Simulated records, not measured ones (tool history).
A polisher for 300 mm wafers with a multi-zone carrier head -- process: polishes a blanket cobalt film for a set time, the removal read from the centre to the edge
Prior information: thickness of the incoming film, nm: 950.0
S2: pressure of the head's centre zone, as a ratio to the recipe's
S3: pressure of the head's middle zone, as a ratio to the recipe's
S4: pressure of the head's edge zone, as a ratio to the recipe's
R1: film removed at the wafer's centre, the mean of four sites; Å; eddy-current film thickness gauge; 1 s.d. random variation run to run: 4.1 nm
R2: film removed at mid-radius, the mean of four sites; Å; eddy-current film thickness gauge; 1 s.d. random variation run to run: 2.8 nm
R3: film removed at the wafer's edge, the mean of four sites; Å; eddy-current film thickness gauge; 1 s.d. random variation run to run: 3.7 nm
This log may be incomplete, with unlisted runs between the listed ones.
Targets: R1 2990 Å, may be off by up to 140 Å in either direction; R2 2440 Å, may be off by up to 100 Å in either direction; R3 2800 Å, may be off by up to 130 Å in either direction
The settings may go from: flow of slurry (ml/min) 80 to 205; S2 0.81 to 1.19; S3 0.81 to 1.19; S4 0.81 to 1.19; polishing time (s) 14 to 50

run 1 hour=0 | flow_of_slurry_(ml/min)=135 S2=1 S3=1 S4=1 polishing_time_(s)=32 | R1=1840.9 R2=1963.1 R3=1822.8
run 2 hour=3.7 | flow_of_slurry_(ml/min)=135 S2=1 S3=1 S4=1 polishing_time_(s)=37 | R1=2208 R2=2336.6 R3=2064.2
run 3 hour=6.4 | flow_of_slurry_(ml/min)=140 S2=1.01 S3=0.96 S4=1.04 polishing_time_(s)=38 | R1=2326.9 R2=2276.9 R3=2210.7
run 4 hour=8.5 | flow_of_slurry_(ml/min)=145 S2=1.02 S3=0.95 S4=1.07 polishing_time_(s)=39 | R1=2429.5 R2=2327.8 R3=2309.4
run 5 hour=14.9 | flow_of_slurry_(ml/min)=150 S2=1.03 S3=0.93 S4=1.1 polishing_time_(s)=40 | R1=2478 R2=2350.5 R3=2431.2
run 6 hour=20.6 | flow_of_slurry_(ml/min)=155 S2=1.05 S3=0.92 S4=1.12 polishing_time_(s)=41 | R1=2643.9 R2=2446.8 R3=2510.4
run 7 hour=27.1 | flow_of_slurry_(ml/min)=155 S2=1.06 S3=0.9 S4=1.13 polishing_time_(s)=42 | R1=2709.7 R2=2404.5 R3=2616.3
run 8 hour=30.8 | flow_of_slurry_(ml/min)=160 S2=1.07 S3=0.89 S4=1.14 polishing_time_(s)=42 | R1=2748.1 R2=2343.9 R3=2658.7
run 9 hour=32.9 | flow_of_slurry_(ml/min)=165 S2=1.08 S3=0.89 S4=1.14 polishing_time_(s)=42 | R1=2834.7 R2=2451.3 R3=2676.8

Exactly one of the 5 candidate moves below puts every result within its allowed miss. Which one?
run A hour=35 | flow_of_slurry_(ml/min)=165 S2=1.16 S3=0.92 S4=1.09 polishing_time_(s)=41 | R1=? R2=? R3=?
run B hour=35 | flow_of_slurry_(ml/min)=150 S2=0.95 S3=0.83 S4=1.19 polishing_time_(s)=45 | R1=? R2=? R3=?
run C hour=35 | flow_of_slurry_(ml/min)=165 S2=1.08 S3=0.84 S4=1.15 polishing_time_(s)=44 | R1=? R2=? R3=?
run D hour=35 | flow_of_slurry_(ml/min)=150 S2=1.13 S3=0.84 S4=1.05 polishing_time_(s)=43 | R1=? R2=? R3=?
run E hour=35 | flow_of_slurry_(ml/min)=185 S2=1.12 S3=0.92 S4=1.11 polishing_time_(s)=45 | R1=? R2=? R3=?

move=A R1=2957.3 R2=2391.5 R3=2472
move=B R1=2603.5 R2=2373.4 R3=2805.1
move=C R1=2951.8 R2=2381.4 R3=2727.6
move=D R1=2963.1 R2=2288.6 R3=2518.1
move=E R1=3197.9 R2=2673.6 R3=2774.3
A: the furthest-off result lands on target, but another misses its tolerance
B: misses by more than the last run did
C: in spec on every target
D: the furthest-off result lands on target, but another misses its tolerance
E: the result that was furthest off in the last run now lies on the other side of its target
Correct choice: C, which meets every target
